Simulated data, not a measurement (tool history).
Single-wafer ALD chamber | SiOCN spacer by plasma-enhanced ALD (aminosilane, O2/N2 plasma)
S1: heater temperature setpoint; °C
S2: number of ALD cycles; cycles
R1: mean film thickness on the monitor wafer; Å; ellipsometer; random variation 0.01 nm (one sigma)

| run | day | S1 | S2 | R1 |
|---|---|---|---|---|
| 1 | 0.000 | 390 | 83 | 46.954 |
| 2 | 0.329 | 390 | 79 | 44.764 |
| 3 | 0.671 | 397 | 79 | 44.453 |
| 4 | 0.767 | 397 | 75 | 42.486 |
| 5 | 0.854 | 397 | 72 | 40.717 |
| 6 | 1.058 | 401 | 72 | 40.613 |
| 7 | 1.133 | 401 | 70 | 39.482 |
| 8 | 1.342 | 401 | 70 | 39.494 |
| 9 | 1.638 | 401 | 69 | 38.990 |
| 10 | 1.871 | 401 | 68 | 38.500 |

Forecast run 11:
| 11 | 2.200 | 401 | 67 | ? |

R1: 37.881 Å
